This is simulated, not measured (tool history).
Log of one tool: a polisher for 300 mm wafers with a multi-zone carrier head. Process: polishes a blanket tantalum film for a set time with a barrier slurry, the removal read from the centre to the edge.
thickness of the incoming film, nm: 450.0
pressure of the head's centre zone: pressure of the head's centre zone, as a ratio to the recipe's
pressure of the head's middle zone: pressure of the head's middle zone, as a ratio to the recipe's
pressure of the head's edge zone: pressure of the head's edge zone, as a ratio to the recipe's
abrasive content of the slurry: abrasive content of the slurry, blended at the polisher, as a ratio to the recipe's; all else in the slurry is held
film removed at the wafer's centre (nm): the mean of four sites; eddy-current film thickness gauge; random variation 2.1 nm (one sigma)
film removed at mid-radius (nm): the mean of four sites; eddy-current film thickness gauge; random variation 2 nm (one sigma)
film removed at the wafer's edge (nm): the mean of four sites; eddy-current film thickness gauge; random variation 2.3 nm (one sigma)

run	hour	flow of slurry (ml/min)	pressure of the head's centre zone	pressure of the head's middle zone	pressure of the head's edge zone	abrasive content of the slurry	polishing time (s)	film removed at the wafer's centre (nm)	film removed at mid-radius (nm)	film removed at the wafer's edge (nm)
1	0.0	175	1.00	1.00	1.00	1.00	69	110.10	107.13	110.19
2	2.7	175	1.00	1.00	0.93	1.00	69	108.36	108.03	109.05
3	8.0	175	1.00	1.00	0.87	1.00	69	111.19	107.56	105.96
4	12.2	175	1.01	0.99	0.88	1.05	71	116.04	109.29	113.41
5	15.6	180	1.02	1.00	0.88	1.10	72	118.32	113.30	115.86
# hour 17.1: slurry nozzle cleaned
6	17.1	180	1.04	1.00	0.88	1.15	74	140.79	127.40	121.27
7	18.3	180	1.03	0.99	0.89	1.20	75	139.03	128.79	129.53
8	22.0	215	1.13	0.99	0.99	1.45	78	170.91	142.90	146.20
9	30.0	215	1.13	0.98	1.00	1.45	78	169.84	142.08	147.03
10	30.7	215	1.13	0.97	1.01	1.45	78	166.55	137.25	148.95
11	37.9	215	1.13	0.97	1.01	1.45	78	167.04	140.36	147.85

The next listed run, before its measurement:
12	39.2	215	1.13	0.97	1.01	1.45	78	?	?	?

film removed at the wafer's centre (nm): 168.43
film removed at mid-radius (nm): 141.38
film removed at the wafer's edge (nm): 145.28
